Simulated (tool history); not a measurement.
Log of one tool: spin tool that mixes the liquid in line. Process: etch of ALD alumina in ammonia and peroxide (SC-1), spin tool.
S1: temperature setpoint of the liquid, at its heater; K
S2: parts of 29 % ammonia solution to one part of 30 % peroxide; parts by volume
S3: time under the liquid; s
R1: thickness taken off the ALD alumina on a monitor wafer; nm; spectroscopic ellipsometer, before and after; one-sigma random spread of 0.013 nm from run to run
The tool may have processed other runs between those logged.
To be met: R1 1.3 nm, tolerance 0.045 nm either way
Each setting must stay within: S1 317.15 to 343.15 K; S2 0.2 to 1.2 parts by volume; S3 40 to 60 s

run,hour,S1,S2,S3,R1
1,0,333.15,0.9,60,3.3017
2,3.7,333.15,1.2,60,3.3617
3,4.9,331.15,1.2,55,2.7961
4,12,331.15,1.2,55,2.8091
5,12.6,329.65,1.2,55,2.5912
6,15.4,328.15,1.2,55,2.4124
7,20.9,326.65,1.2,55,2.2113
8,21.5,325.15,1.2,55,2.0398
9,25.2,324.15,1.2,55,1.9662
10,27.2,323.15,1.2,55,1.8288
11,33.8,322.15,1.2,55,1.722
12,41,321.65,1.2,55,1.6977
13,48.1,317.15,1.15,50,1.1795
14,51.5,318.15,1.15,50,1.2525
15,52.4,318.15,1.15,50,1.2372

Exercise: of the 5 proposed moves below, exactly one satisfies all targets within the stated allowed misses. Which move is it?
A,53.3,317.15,1.15,55,?
B,53.3,322.15,1,40,?
C,53.3,321.15,1.15,40,?
D,53.3,321.65,1.2,40,?
E,53.3,319.15,1.2,45,?

move,R1
A,1.2991
B,1.2356
C,1.1845
D,1.2229
E,1.1959
A: every result within its allowed miss
B: just as far off the targets as the last run
C: its largest miss is bigger than the last run's
D: its largest miss is bigger than the last run's
E: its largest miss is bigger than the last run's
Go with A: it meets all targets.
